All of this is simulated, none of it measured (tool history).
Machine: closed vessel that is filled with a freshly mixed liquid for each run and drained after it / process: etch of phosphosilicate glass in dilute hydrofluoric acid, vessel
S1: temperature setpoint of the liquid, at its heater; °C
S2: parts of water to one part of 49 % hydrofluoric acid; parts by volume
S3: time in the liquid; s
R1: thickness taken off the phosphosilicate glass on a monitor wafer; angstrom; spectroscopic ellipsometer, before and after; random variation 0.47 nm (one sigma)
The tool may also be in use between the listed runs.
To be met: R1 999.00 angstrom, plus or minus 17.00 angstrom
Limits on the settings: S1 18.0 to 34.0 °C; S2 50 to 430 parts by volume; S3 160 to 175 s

| run | hour | S1 | S2 | S3 | R1 |
|---|---|---|---|---|---|
| 1 | 0.0 | 26.0 | 240 | 160 | 341.16 |
| 2 | 6.4 | 26.0 | 300 | 160 | 253.73 |
| 3 | 14.8 | 28.5 | 230 | 160 | 387.52 |
| 4 | 21.5 | 26.5 | 230 | 160 | 360.64 |
| 5 | 26.9 | 23.5 | 230 | 160 | 324.91 |
| 6 | 29.3 | 23.5 | 230 | 160 | 326.75 |
| 7 | 34.0 | 26.5 | 180 | 160 | 494.48 |
| 8 | 42.0 | 29.0 | 155 | 160 | 642.68 |
| 9 | 49.3 | 29.0 | 155 | 160 | 645.30 |
| 10 | 54.8 | 30.5 | 145 | 160 | 734.61 |
| 11 | 57.8 | 31.5 | 135 | 160 | 826.58 |
| 12 | 58.7 | 32.5 | 130 | 160 | 897.22 |
| 13 | 68.0 | 33.0 | 130 | 160 | 917.20 |
| 14 | 69.3 | 33.5 | 130 | 160 | 934.36 |

Of the 4 settings listed for the next run, only one would bring every result within its allowed miss of target. Which one?
| A | 70.6 | 31.5 | 130 | 160 | ? |
| B | 70.6 | 30.5 | 115 | 160 | ? |
| C | 70.6 | 32.0 | 130 | 170 | ? |
| D | 70.6 | 34.0 | 125 | 160 | ? |

| move | R1 |
|---|---|
| A | 868.05 |
| B | 966.19 |
| C | 939.01 |
| D | 994.01 |
A: its largest miss is bigger than the last run's
B: closes in on the targets versus the last run, not all within tolerance yet
C: closes in on the targets versus the last run, not all within tolerance yet
D: all results in spec
D is the move that brings every result within its allowed miss.
